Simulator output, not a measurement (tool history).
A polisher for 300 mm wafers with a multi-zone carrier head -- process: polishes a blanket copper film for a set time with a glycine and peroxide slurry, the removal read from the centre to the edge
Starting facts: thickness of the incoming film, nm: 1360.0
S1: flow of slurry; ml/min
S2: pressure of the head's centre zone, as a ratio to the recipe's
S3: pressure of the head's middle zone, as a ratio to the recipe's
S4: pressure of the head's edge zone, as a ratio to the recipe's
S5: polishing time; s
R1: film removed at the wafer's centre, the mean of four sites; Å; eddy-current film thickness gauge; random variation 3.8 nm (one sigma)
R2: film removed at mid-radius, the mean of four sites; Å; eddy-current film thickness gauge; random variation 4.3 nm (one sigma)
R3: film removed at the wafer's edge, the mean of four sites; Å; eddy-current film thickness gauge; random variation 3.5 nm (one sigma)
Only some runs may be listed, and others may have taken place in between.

run	day	S1	S2	S3	S4	S5	R1	R2	R3
1	0	235	1	1	1	42	2129.9	1984.7	1908.5
2	0.204	235	1	1	1.04	42	2188.5	1975.7	1974.2
3	0.508	235	1	1	1.04	50	2567.3	2321.2	2381.2
4	0.638	240	0.99	1.03	1.05	51	2691.1	2430.5	2427
5	0.683	240	0.99	1.03	1.05	44	2244.7	2104.3	2077.7
6	0.908	240	0.99	1.03	1.05	35	1794.6	1663.3	1649

The next listed run, before its measurement:
7	1.05	240	0.97	1.05	1.05	40	?	?	?

Run 7 came out at R1 2057.9 Å, R2 1900 Å, R3 1894.9 Å.
